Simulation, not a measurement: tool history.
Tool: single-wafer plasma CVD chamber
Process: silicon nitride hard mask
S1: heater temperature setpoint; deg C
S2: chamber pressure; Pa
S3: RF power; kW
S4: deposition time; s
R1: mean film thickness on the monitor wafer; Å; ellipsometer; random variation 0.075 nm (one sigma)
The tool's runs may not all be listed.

run,day,S1,S2,S3,S4,R1
1,0.000,385,168,0.240,44.9,409.69
2,0.067,387,161,0.230,44.9,388.65
3,0.217,391,161,0.230,44.9,388.29
4,0.279,391,144,0.230,44.9,371.53
5,0.650,392,140,0.225,44.9,361.92
6,0.988,398,140,0.225,44.9,358.72
7,1.283,398,140,0.225,44.9,359.41
8,1.546,399,136,0.220,44.9,346.89
9,1.596,399,132,0.215,44.9,333.99
10,1.946,400,101,0.175,44.9,234.90
11,2.279,400,104,0.175,44.9,238.87
12,2.383,400,107,0.175,44.9,241.24
13,2.433,400,107,0.175,44.9,240.76
14,2.604,400,109,0.175,44.9,243.99
15,2.642,400,112,0.175,44.9,246.30
16,2.667,400,115,0.175,44.9,248.11

Forecast run 17:
17,2.933,400,117,0.175,44.9,?

{"run 17": {"R1": 250.47}}

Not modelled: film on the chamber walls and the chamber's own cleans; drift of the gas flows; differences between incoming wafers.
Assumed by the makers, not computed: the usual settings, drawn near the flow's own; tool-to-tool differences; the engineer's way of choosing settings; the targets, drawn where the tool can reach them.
